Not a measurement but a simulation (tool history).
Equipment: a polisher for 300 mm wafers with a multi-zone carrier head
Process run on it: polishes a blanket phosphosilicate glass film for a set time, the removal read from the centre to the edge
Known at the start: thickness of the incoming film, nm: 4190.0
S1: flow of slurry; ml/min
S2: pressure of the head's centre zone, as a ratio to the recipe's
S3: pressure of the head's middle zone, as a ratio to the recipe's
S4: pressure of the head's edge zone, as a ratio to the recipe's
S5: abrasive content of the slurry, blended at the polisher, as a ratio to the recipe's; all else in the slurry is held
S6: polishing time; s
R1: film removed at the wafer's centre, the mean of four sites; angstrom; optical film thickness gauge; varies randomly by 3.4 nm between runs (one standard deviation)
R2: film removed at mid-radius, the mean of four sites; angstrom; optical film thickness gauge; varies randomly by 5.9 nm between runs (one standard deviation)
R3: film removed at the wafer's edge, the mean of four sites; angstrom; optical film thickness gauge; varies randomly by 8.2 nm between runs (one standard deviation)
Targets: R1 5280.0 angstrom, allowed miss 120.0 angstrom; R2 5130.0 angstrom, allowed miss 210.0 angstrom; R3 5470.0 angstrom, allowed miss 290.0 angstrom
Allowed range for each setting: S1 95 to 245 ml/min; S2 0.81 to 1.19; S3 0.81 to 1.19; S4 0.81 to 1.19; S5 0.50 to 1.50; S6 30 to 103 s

run,hour,S1,S2,S3,S4,S5,S6,R1,R2,R3
1,0.0,155,1.00,1.00,1.00,1.00,66,6380.6,6232.4,6290.2
2,1.1,155,0.96,1.00,1.00,1.00,66,6119.9,6253.6,6358.6
3,2.8,145,0.95,0.97,0.97,0.95,66,5841.5,5957.7,6162.8
4,5.6,115,0.95,0.97,0.97,0.95,66,5645.9,5851.3,5840.3
5,13.3,110,0.95,0.95,0.96,0.90,66,5303.5,5565.6,5549.4
6,19.1,110,0.95,0.95,0.96,0.90,54,4353.1,4366.9,4681.3
7,19.9,155,1.00,0.98,1.06,0.95,54,5017.7,4807.9,5263.8
8,27.9,160,1.00,0.99,1.06,0.95,54,5015.3,5067.3,5338.2

Which of these 4 next moves meets every target?
A,35.9,145,1.08,1.01,1.07,1.15,50,?,?,?
B,35.9,170,0.97,1.10,1.16,0.80,59,?,?,?
C,35.9,155,0.94,1.02,1.07,0.75,67,?,?,?
D,35.9,160,1.00,0.97,1.06,0.95,56,?,?,?

move,R1,R2,R3
A,5579.6,5306.2,5487.2
B,4756.9,5245.1,5282.8
C,4884.6,5251.9,5376.4
D,5264.7,5189.0,5473.4
A: moves the result that the last run missed by most past its target, out the other side
B: further off than the last run
C: further off than the last run
D: each result inside its tolerance
Move D is the one to make.
